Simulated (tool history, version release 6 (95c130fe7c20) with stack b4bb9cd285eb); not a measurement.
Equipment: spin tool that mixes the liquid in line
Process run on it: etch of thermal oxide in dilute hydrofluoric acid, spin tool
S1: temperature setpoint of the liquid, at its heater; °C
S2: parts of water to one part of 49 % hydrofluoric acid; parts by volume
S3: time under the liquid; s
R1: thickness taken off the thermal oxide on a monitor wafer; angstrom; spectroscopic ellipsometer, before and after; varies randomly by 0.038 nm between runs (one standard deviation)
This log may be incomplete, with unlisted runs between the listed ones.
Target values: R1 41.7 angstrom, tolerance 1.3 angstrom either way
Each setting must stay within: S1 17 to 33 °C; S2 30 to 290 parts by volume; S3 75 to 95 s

| run | day | S1 | S2 | S3 | R1 |
|---|---|---|---|---|---|
| 1 | 0 | 25 | 160 | 95 | 24.769 |
| 2 | 0.321 | 25 | 160 | 95 | 24.594 |
| 3 | 0.433 | 25 | 125 | 95 | 33.16 |
| 4 | 0.733 | 22.5 | 125 | 95 | 30.051 |
| 5 | 1.033 | 19 | 125 | 95 | 26.378 |
| 6 | 1.2 | 17 | 125 | 95 | 23.899 |
| 7 | 1.571 | 20 | 125 | 95 | 27.159 |
| 8 | 1.721 | 20 | 125 | 95 | 27.274 |
| 9 | 1.746 | 22.5 | 125 | 95 | 30.053 |
| 10 | 1.958 | 24.5 | 125 | 95 | 31.723 |
| 11 | 2.092 | 26.5 | 125 | 95 | 35.245 |
| 12 | 2.133 | 27.5 | 125 | 95 | 37.138 |

Which of these 5 next moves meets every target?
| A | 2.175 | 27 | 130 | 95 | ? |
| B | 2.175 | 28 | 120 | 95 | ? |
| C | 2.175 | 24.5 | 130 | 95 | ? |
| D | 2.175 | 28.5 | 110 | 95 | ? |
| E | 2.175 | 27 | 110 | 95 | ? |

| move | R1 |
|---|---|
| A | 34.184 |
| B | 38.948 |
| C | 31.077 |
| D | 43.874 |
| E | 41.445 |
A: lands further from the targets than the last run did
B: nearer the targets than the last run, but a result is still out of spec
C: lands further from the targets than the last run did
D: the result that was furthest off in the last run now lies on the other side of its target
E: all results in spec
So the answer is move E, the one that meets all the targets.
